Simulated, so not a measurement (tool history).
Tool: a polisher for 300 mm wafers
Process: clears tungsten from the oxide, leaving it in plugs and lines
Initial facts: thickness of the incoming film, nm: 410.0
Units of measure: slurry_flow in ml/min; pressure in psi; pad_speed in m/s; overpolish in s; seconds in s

run,hour,slurry_flow,pressure,pad_speed,slurry_solids,overpolish,seconds
1,0.0,295,4.8,1.30,1.00,5,57.985
2,3.0,295,5.1,1.32,1.00,5,53.884
3,6.1,295,5.4,1.34,1.00,5,50.194
4,8.1,295,5.4,1.34,0.85,5,50.909
5,15.0,295,5.4,1.64,0.85,5,42.352
6,21.1,295,5.4,1.64,0.85,5,41.110

Expected results for the next run?
7,29.1,295,5.5,1.64,0.85,5,?

seconds: 41.349 s
